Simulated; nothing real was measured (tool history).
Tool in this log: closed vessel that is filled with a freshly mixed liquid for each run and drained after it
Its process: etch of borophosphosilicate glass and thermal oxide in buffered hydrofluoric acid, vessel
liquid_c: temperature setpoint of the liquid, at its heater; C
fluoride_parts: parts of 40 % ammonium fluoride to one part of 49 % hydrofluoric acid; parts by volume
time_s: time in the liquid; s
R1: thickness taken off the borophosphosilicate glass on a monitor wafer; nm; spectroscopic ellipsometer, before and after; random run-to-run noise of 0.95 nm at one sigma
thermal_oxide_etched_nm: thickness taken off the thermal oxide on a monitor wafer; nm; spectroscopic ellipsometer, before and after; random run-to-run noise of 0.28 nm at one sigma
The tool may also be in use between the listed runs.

Run 1, hour 0: liquid_c 24 C, fluoride_parts 16.5 parts by volume, time_s 60 s. Result: R1 90.254 nm, thermal_oxide_etched_nm 37.955 nm.
Run 2, hour 7.8: liquid_c 24.5 C, fluoride_parts 16.5 parts by volume, time_s 60 s. Result: R1 92.145 nm, thermal_oxide_etched_nm 39.047 nm.
Run 3, hour 10: liquid_c 24.5 C, fluoride_parts 21 parts by volume, time_s 60 s. Result: R1 72.986 nm, thermal_oxide_etched_nm 31.25 nm.
Run 4, hour 13.4: liquid_c 26 C, fluoride_parts 21 parts by volume, time_s 60 s. Result: R1 79.683 nm, thermal_oxide_etched_nm 33.806 nm.
At hour 15.4: thermometer replaced.
Run 5, hour 15.4: liquid_c 26 C, fluoride_parts 21 parts by volume, time_s 40 s. Result: R1 57.974 nm, thermal_oxide_etched_nm 24.56 nm.
Run 6, hour 17.1: liquid_c 27.5 C, fluoride_parts 20 parts by volume, time_s 40 s. Result: R1 65.288 nm, thermal_oxide_etched_nm 27.682 nm.
Run 7, hour 22.9: liquid_c 28.5 C, fluoride_parts 19 parts by volume, time_s 40 s. Result: R1 71.742 nm, thermal_oxide_etched_nm 30.589 nm.

Forecast run 8:
Run 8, hour 29.6: liquid_c 29.5 C, fluoride_parts 18 parts by volume, time_s 40 s. Result: R1 ?, thermal_oxide_etched_nm ?.

R1: 78.364 nm
thermal_oxide_etched_nm: 33.896 nm

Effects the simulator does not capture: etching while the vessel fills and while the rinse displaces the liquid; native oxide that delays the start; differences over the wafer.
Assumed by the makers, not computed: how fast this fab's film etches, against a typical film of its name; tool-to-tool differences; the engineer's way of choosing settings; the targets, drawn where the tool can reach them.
